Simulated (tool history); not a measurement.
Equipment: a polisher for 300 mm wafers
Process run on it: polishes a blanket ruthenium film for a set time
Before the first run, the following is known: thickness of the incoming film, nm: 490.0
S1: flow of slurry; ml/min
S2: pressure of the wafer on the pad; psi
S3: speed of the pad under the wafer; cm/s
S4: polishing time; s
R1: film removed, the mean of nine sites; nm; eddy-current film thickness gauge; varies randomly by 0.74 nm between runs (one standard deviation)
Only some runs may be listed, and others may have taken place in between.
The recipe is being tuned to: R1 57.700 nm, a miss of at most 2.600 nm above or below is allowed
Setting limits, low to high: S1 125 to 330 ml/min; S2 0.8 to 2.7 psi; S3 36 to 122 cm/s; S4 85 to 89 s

run  hour   S1   S2  S3  S4      R1
  1   0.0  210  1.7  78  85  72.208
  2   5.9  210  1.9  78  85  77.304
  3   8.6  210  1.9  78  89  81.459
  4  14.5  210  1.7  78  89  74.411
  5  16.0  210  1.7  78  89  75.616
  6  21.7  210  1.6  78  89  71.067
  7  28.3  210  1.5  78  89  67.792
  8  30.7  210  1.4  78  89  64.846
  9  33.6  210  1.3  78  89  60.590

Pick the move, out of 4, that brings all results within their allowed miss; only one does.
  A  36.5  220  1.5  82  86   ?
  B  36.5  210  1.4  78  89   ?
  C  36.5  190  1.0  96  85   ?
  D  36.5  225  1.6  70  89   ?

move      R1
   A  68.600
   B  63.957
   C  58.405
   D  64.087
A: the biggest miss grows against the last run
B: the biggest miss grows against the last run
C: all results land within tolerance of their targets
D: the biggest miss grows against the last run
Answer: C
